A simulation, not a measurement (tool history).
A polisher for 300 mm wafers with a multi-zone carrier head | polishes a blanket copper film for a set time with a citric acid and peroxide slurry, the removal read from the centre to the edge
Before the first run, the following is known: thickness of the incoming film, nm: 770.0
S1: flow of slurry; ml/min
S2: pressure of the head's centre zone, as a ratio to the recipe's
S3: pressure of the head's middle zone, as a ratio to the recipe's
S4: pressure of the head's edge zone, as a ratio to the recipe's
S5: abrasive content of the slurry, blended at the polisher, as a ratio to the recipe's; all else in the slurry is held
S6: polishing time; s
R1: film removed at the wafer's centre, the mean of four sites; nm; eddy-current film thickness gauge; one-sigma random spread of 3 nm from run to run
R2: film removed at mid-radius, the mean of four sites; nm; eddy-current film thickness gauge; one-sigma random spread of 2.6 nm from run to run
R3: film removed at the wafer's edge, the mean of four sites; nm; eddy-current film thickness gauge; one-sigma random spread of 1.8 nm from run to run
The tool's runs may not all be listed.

Run 1, hour 0: S1 320 ml/min, S2 1, S3 1, S4 1, S5 1, S6 64 s. Result: R1 136.03 nm, R2 138.42 nm, R3 140.12 nm.
Run 2, hour 5.4: S1 360 ml/min, S2 1, S3 1, S4 1, S5 1, S6 64 s. Result: R1 135.07 nm, R2 138.21 nm, R3 140.23 nm.
Run 3, hour 10.5: S1 360 ml/min, S2 1.03, S3 1.03, S4 1.01, S5 1.15, S6 67 s. Result: R1 150.9 nm, R2 155.42 nm, R3 152.72 nm.
Run 4, hour 16.2: S1 325 ml/min, S2 1.03, S3 1.03, S4 1.01, S5 1.15, S6 67 s. Result: R1 155.11 nm, R2 154.7 nm, R3 151.52 nm.
Run 5, hour 24.4: S1 325 ml/min, S2 1.07, S3 1.03, S4 1.01, S5 1.15, S6 67 s. Result: R1 157.08 nm, R2 155.31 nm, R3 149.35 nm.
Run 6, hour 27.7: S1 325 ml/min, S2 1.07, S3 0.95, S4 1.01, S5 1.15, S6 67 s. Result: R1 155.54 nm, R2 146.48 nm, R3 153.81 nm.
Run 7, hour 35: S1 325 ml/min, S2 1.08, S3 0.98, S4 1.02, S5 1.25, S6 69 s. Result: R1 165.1 nm, R2 154.87 nm, R3 160.46 nm.
Run 8, hour 41.3: S1 325 ml/min, S2 1.09, S3 1.02, S4 1.03, S5 1.3, S6 71 s. Result: R1 171.09 nm, R2 168.25 nm, R3 167.29 nm.

Expected results for the next run?
Run 9, hour 44.9: S1 325 ml/min, S2 1.11, S3 1.03, S4 1.03, S5 1.35, S6 73 s. Result: R1 ?, R2 ?, R3 ?.

Logged for run 9: R1 185.93 nm, R2 175.77 nm, R3 172.49 nm.
